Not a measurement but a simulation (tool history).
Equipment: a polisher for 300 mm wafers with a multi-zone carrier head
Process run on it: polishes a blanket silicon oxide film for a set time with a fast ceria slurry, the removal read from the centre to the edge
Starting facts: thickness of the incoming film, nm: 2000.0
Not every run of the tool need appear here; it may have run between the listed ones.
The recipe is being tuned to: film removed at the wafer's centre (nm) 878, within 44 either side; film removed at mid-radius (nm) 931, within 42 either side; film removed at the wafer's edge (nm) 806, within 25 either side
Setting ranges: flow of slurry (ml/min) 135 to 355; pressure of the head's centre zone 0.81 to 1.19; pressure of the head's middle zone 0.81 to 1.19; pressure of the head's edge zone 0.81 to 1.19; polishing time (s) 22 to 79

run	day	flow of slurry (ml/min)	pressure of the head's centre zone	pressure of the head's middle zone	pressure of the head's edge zone	polishing time (s)	film removed at the wafer's centre (nm)	film removed at mid-radius (nm)	film removed at the wafer's edge (nm)
1	0	225	1	1	1	50	637.13	633.28	636.13
2	0.254	225	1	1	1	61	794.57	775.18	769.43
3	0.629	225	1	1.06	1	61	781.42	798.36	778.74
4	0.992	225	1	1.1	1	61	775.32	843.11	782.98
5	1.146	225	0.97	1.1	1	61	742.04	838.62	773.2
6	1.262	225	1.05	1.1	1	61	808.39	841.73	785.37
7	1.471	240	1.07	1.12	0.99	61	870.37	850.34	792.9
8	1.629	235	1.03	1.19	0.95	63	819.75	947.29	816.38
9	1.733	235	1.03	1.19	0.95	63	829.78	931.5	800.26

Which single option among these 4 for the next run brings every result within its allowed miss of target? Just one does.
A	1.838	225	0.97	1.15	1.01	61	?	?	?
B	1.838	240	1.04	1.12	0.83	66	?	?	?
C	1.838	210	0.88	1.19	0.97	66	?	?	?
D	1.838	225	1	1.19	0.99	63	?	?	?

move	film removed at the wafer's centre (nm)	film removed at mid-radius (nm)	film removed at the wafer's edge (nm)
A	747.19	874.96	778.46
B	878.36	935.95	808.65
C	722.11	962.6	824.75
D	795.96	930.6	799.24
A: lands further from the targets than the last run did
B: meets every target
C: lands further from the targets than the last run did
D: lands further from the targets than the last run did
Move B is the one to make.
